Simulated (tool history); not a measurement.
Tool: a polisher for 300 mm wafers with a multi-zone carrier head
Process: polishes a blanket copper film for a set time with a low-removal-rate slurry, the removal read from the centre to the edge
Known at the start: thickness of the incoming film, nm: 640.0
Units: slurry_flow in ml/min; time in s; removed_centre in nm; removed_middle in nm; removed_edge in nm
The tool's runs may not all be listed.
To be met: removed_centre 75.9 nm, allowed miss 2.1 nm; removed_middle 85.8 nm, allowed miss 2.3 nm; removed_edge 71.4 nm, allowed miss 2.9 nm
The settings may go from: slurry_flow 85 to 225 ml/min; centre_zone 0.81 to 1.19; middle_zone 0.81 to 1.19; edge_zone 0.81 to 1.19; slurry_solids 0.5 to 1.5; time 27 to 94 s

run 1 hour=0 | slurry_flow=145 centre_zone=1 middle_zone=1 edge_zone=1 slurry_solids=1 time=60 | removed_centre=151.01 removed_middle=153.7 removed_edge=148.86
run 2 hour=3.9 | slurry_flow=145 centre_zone=1 middle_zone=1 edge_zone=1 slurry_solids=1 time=68 | removed_centre=171.63 removed_middle=177.03 removed_edge=169.99
run 3 hour=12 | slurry_flow=145 centre_zone=1 middle_zone=1.04 edge_zone=1 slurry_solids=1 time=68 | removed_centre=169.03 removed_middle=180.93 removed_edge=171.56
run 4 hour=19.7 | slurry_flow=145 centre_zone=0.93 middle_zone=1.04 edge_zone=1 slurry_solids=1 time=68 | removed_centre=160.55 removed_middle=180.29 removed_edge=170.31
run 5 hour=25.1 | slurry_flow=145 centre_zone=0.93 middle_zone=1.1 edge_zone=1 slurry_solids=1 time=68 | removed_centre=161.34 removed_middle=187.57 removed_edge=170.65
run 6 hour=29.2 | slurry_flow=145 centre_zone=0.93 middle_zone=1.1 edge_zone=1 slurry_solids=1.15 time=68 | removed_centre=166.84 removed_middle=196.79 removed_edge=172.73
run 7 hour=34.4 | slurry_flow=135 centre_zone=0.95 middle_zone=1.13 edge_zone=0.94 slurry_solids=0.95 time=54 | removed_centre=127.48 removed_middle=148.89 removed_edge=128.89
run 8 hour=42.7 | slurry_flow=130 centre_zone=0.96 middle_zone=1.14 edge_zone=0.9 slurry_solids=0.8 time=45 | removed_centre=100.84 removed_middle=118.81 removed_edge=101.12
run 9 hour=43.5 | slurry_flow=135 centre_zone=0.97 middle_zone=1.13 edge_zone=0.87 slurry_solids=0.7 time=41 | removed_centre=91.773 removed_middle=105.64 removed_edge=88.098
run 10 hour=45.9 | slurry_flow=145 centre_zone=0.96 middle_zone=1.11 edge_zone=0.85 slurry_solids=0.65 time=39 | removed_centre=86.1 removed_middle=99.603 removed_edge=82.808
run 11 hour=50.3 | slurry_flow=145 centre_zone=0.96 middle_zone=1.1 edge_zone=0.84 slurry_solids=0.6 time=38 | removed_centre=82.713 removed_middle=94.165 removed_edge=78.901
run 12 hour=54.8 | slurry_flow=140 centre_zone=0.96 middle_zone=1.1 edge_zone=0.83 slurry_solids=0.55 time=37 | removed_centre=76.746 removed_middle=89.469 removed_edge=74.686
run 13 hour=63.9 | slurry_flow=140 centre_zone=0.97 middle_zone=1.1 edge_zone=0.82 slurry_solids=0.55 time=37 | removed_centre=79.232 removed_middle=88.909 removed_edge=75.43

5 next moves are on the table. One of them brings every result within its allowed miss. Which?
run A hour=73 | slurry_flow=155 centre_zone=0.96 middle_zone=1.09 edge_zone=0.82 slurry_solids=0.6 time=34 | removed_centre=? removed_middle=? removed_edge=?
run B hour=73 | slurry_flow=155 centre_zone=0.97 middle_zone=1.04 edge_zone=0.83 slurry_solids=0.6 time=34 | removed_centre=? removed_middle=? removed_edge=?
run C hour=73 | slurry_flow=125 centre_zone=0.94 middle_zone=1.12 edge_zone=0.84 slurry_solids=0.6 time=35 | removed_centre=? removed_middle=? removed_edge=?
run D hour=73 | slurry_flow=100 centre_zone=0.87 middle_zone=1.01 edge_zone=0.84 slurry_solids=0.65 time=40 | removed_centre=? removed_middle=? removed_edge=?
run E hour=73 | slurry_flow=95 centre_zone=0.89 middle_zone=0.97 edge_zone=0.88 slurry_solids=0.65 time=40 | removed_centre=? removed_middle=? removed_edge=?

move=A removed_centre=74.716 removed_middle=85.121 removed_edge=70.444
move=B removed_centre=75.474 removed_middle=81.776 removed_edge=70.849
move=C removed_centre=71.588 removed_middle=85.752 removed_edge=70.915
move=D removed_centre=72.015 removed_middle=86.201 removed_edge=79.352
move=E removed_centre=72.389 removed_middle=82.046 removed_edge=80.165
A: meets every target
B: brings the result that was furthest off to its target, and leaves another outside
C: takes the result that was furthest off past its target
D: takes the result that was furthest off past its target
E: takes the result that was furthest off past its target
Move A is the one to make.
